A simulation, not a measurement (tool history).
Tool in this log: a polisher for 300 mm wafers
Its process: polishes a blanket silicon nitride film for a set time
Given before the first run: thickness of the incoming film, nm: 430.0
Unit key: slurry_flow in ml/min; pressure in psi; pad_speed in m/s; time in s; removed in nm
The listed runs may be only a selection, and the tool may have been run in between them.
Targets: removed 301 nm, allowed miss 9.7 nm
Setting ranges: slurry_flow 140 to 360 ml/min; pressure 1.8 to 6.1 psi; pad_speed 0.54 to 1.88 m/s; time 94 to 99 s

| run | hour | slurry_flow | pressure | pad_speed | time | removed |
|---|---|---|---|---|---|---|
| 1 | 0 | 230 | 3.9 | 1.2 | 94 | 189.87 |
| 2 | 6.2 | 230 | 4.9 | 1.2 | 94 | 240.91 |
| 3 | 9.7 | 185 | 4.9 | 1.2 | 94 | 231.2 |
| 4 | 18.6 | 185 | 5.8 | 1.2 | 94 | 276.37 |
| 5 | 20.4 | 195 | 5.9 | 1.2 | 94 | 284.45 |
| 6 | 24.5 | 200 | 5.9 | 1.2 | 94 | 282.2 |
| 7 | 26.6 | 205 | 5.9 | 1.2 | 94 | 285.78 |
| 8 | 35.1 | 210 | 5.9 | 1.2 | 94 | 280.31 |
| 9 | 39 | 210 | 5.9 | 1.22 | 94 | 286.51 |

Which of these 4 next moves meets every target?
| A | 42.9 | 165 | 6 | 1.08 | 99 | ? |
| B | 42.9 | 210 | 6.1 | 1.04 | 99 | ? |
| C | 42.9 | 220 | 5.6 | 1.3 | 97 | ? |
| D | 42.9 | 205 | 6 | 1.16 | 94 | ? |

| move | removed |
|---|---|
| A | 264.15 |
| B | 270.86 |
| C | 293.62 |
| D | 275.21 |
A: the biggest miss grows against the last run
B: the biggest miss grows against the last run
C: every result within its allowed miss
D: the biggest miss grows against the last run
C is the move that brings every result within its allowed miss.
